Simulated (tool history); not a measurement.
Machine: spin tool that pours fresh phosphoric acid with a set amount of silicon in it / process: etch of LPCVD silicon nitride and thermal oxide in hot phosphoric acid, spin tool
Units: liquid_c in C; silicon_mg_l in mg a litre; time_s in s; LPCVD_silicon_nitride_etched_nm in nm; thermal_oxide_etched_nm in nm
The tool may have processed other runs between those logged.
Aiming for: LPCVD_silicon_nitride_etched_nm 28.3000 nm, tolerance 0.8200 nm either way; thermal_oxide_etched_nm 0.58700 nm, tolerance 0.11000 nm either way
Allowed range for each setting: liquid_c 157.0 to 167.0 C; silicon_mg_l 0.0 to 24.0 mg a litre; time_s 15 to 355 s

run	hour	liquid_c	silicon_mg_l	time_s	LPCVD_silicon_nitride_etched_nm	thermal_oxide_etched_nm
1	0.0	162.0	10.5	180	15.4210	0.35114
2	4.1	162.0	12.5	180	15.5200	0.30834
3	8.6	162.0	7.0	180	15.4950	0.38017
4	15.0	162.0	7.0	105	9.0536	0.22944
5	23.5	163.5	7.0	105	9.5465	0.24671
6	29.8	163.5	7.0	55	4.9407	0.12828
7	31.6	163.0	7.5	90	7.9730	0.19008
# hour 37.6: heated supply line repaired
8	37.6	163.0	8.5	120	12.0090	0.34111
9	46.5	163.5	11.5	125	12.9080	0.34609
10	55.4	163.5	14.0	135	13.7210	0.33906
11	63.0	166.0	21.0	225	24.8320	0.61518
12	72.0	165.5	21.5	230	25.2050	0.59240
13	76.6	165.5	22.0	235	25.7010	0.55385
14	83.5	165.5	22.5	240	26.2910	0.58367
15	88.6	165.5	22.5	240	26.3540	0.59688

Which single option among these 4 for the next run brings every result within its allowed miss of target? Just one does.
A	93.7	164.5	20.5	245	?	?
B	93.7	165.0	24.0	265	?	?
C	93.7	166.0	22.5	235	?	?
D	93.7	158.0	24.0	315	?	?

move	LPCVD_silicon_nitride_etched_nm	thermal_oxide_etched_nm
A	25.9380	0.61262
B	28.5200	0.61738
C	26.1340	0.61699
D	26.8420	0.43842
A: moves away from the targets compared with the last run
B: every result lands within tolerance
C: moves away from the targets compared with the last run
D: closes in on the targets versus the last run, not all within tolerance yet
Answer: B
